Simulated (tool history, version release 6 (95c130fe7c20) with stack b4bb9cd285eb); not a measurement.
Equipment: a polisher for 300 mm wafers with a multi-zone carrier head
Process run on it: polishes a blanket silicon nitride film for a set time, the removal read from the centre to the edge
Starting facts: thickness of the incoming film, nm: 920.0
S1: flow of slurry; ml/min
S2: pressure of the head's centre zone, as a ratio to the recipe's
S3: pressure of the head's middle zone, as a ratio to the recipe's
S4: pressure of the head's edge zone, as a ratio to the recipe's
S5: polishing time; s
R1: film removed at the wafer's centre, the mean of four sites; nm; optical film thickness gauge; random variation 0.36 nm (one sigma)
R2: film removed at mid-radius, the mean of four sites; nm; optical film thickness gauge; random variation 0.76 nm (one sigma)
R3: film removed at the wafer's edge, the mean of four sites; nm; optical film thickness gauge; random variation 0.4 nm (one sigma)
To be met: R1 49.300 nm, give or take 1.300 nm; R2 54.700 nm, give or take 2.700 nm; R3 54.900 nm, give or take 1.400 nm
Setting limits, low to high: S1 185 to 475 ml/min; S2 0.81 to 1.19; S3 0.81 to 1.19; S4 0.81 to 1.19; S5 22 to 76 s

run 1 hour=0.0 | S1=305 S2=1.00 S3=1.00 S4=1.00 S5=49 | R1=73.092 R2=74.236 R3=71.904
run 2 hour=7.7 | S1=305 S2=1.00 S3=1.00 S4=0.97 S5=49 | R1=72.656 R2=74.604 R3=71.612
run 3 hour=8.7 | S1=240 S2=1.00 S3=1.00 S4=0.97 S5=49 | R1=70.411 R2=72.710 R3=69.791
run 4 hour=12.9 | S1=240 S2=1.00 S3=1.06 S4=0.97 S5=49 | R1=70.502 R2=75.841 R3=69.324
run 5 hour=21.6 | S1=240 S2=1.03 S3=1.06 S4=0.97 S5=49 | R1=72.999 R2=75.024 R3=69.717
run 6 hour=24.9 | S1=240 S2=1.03 S3=1.13 S4=0.97 S5=49 | R1=73.455 R2=80.248 R3=69.873
run 7 hour=30.2 | S1=230 S2=0.98 S3=1.06 S4=0.95 S5=46 | R1=65.449 R2=73.431 R3=64.398
run 8 hour=33.4 | S1=220 S2=0.95 S3=1.00 S4=0.97 S5=43 | R1=58.728 R2=62.658 R3=61.113
run 9 hour=36.1 | S1=220 S2=0.95 S3=1.00 S4=0.97 S5=43 | R1=58.921 R2=62.178 R3=60.025
run 10 hour=38.5 | S1=215 S2=0.92 S3=0.98 S4=0.96 S5=42 | R1=55.521 R2=59.540 R3=59.479
run 11 hour=41.1 | S1=210 S2=0.90 S3=0.97 S4=0.94 S5=41 | R1=53.161 R2=59.080 R3=55.614
run 12 hour=46.1 | S1=205 S2=0.88 S3=0.95 S4=0.95 S5=41 | R1=52.188 R2=57.186 R3=56.687
run 13 hour=54.4 | S1=200 S2=0.87 S3=0.94 S4=0.94 S5=41 | R1=51.250 R2=57.934 R3=55.860
run 14 hour=58.6 | S1=200 S2=0.86 S3=0.93 S4=0.94 S5=41 | R1=51.043 R2=55.590 R3=56.515
run 15 hour=65.5 | S1=200 S2=0.86 S3=0.93 S4=0.94 S5=41 | R1=50.893 R2=54.995 R3=56.108

Which one of the following 4 next-run settings gets every result inside its allowed miss? There is exactly one.
run A hour=72.4 | S1=260 S2=0.81 S3=0.90 S4=0.87 S5=40 | R1=? R2=? R3=?
run B hour=72.4 | S1=190 S2=0.94 S3=0.94 S4=0.83 S5=40 | R1=? R2=? R3=?
run C hour=72.4 | S1=205 S2=0.89 S3=1.00 S4=0.85 S5=42 | R1=? R2=? R3=?
run D hour=72.4 | S1=245 S2=0.90 S3=1.02 S4=0.81 S5=39 | R1=? R2=? R3=?

move=A R1=49.718 R2=55.616 R3=54.736
move=B R1=52.774 R2=54.905 R3=51.688
move=C R1=53.961 R2=61.568 R3=55.344
move=D R1=52.107 R2=59.740 R3=51.349
A: every result within its allowed miss
B: lands further from the targets than the last run did
C: lands further from the targets than the last run did
D: lands further from the targets than the last run did
Correct choice: A, which meets every target
